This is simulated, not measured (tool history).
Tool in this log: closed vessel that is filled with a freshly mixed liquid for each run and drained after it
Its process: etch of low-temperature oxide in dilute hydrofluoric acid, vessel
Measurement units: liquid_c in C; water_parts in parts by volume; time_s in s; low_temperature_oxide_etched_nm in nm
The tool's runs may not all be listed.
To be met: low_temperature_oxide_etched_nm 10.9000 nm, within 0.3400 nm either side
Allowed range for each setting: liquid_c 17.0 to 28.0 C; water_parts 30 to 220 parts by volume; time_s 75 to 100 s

| run | hour | liquid_c | water_parts | time_s | low_temperature_oxide_etched_nm |
|---|---|---|---|---|---|
| 1 | 0.0 | 20.0 | 125 | 100 | 13.5070 |
| 2 | 1.2 | 19.0 | 130 | 100 | 12.3610 |
| 3 | 3.3 | 22.5 | 130 | 100 | 14.2460 |
| 4 | 6.0 | 22.5 | 95 | 100 | 20.0570 |
| 5 | 7.3 | 21.0 | 95 | 100 | 19.0380 |
| 6 | 12.8 | 20.0 | 110 | 100 | 15.4420 |
| 7 | 16.7 | 19.0 | 120 | 100 | 13.3350 |
| 8 | 24.4 | 18.5 | 125 | 100 | 12.5800 |
| 9 | 25.5 | 18.0 | 130 | 100 | 11.8560 |
| 10 | 32.9 | 17.5 | 130 | 100 | 11.6560 |

Which of these 5 next moves meets every target?
| A | 40.3 | 17.0 | 140 | 95 | ? |
| B | 40.3 | 17.5 | 145 | 100 | ? |
| C | 40.3 | 19.0 | 140 | 95 | ? |
| D | 40.3 | 20.0 | 135 | 100 | ? |
| E | 40.3 | 17.0 | 90 | 75 | ? |

| move | low_temperature_oxide_etched_nm |
|---|---|
| A | 9.9627 |
| B | 10.2850 |
| C | 10.8100 |
| D | 12.3510 |
| E | 12.8730 |
A: carries the result that was furthest off beyond its target, to the other side
B: carries the result that was furthest off beyond its target, to the other side
C: in spec on every target
D: the biggest miss grows against the last run
E: the biggest miss grows against the last run
Go with C: it meets all targets.
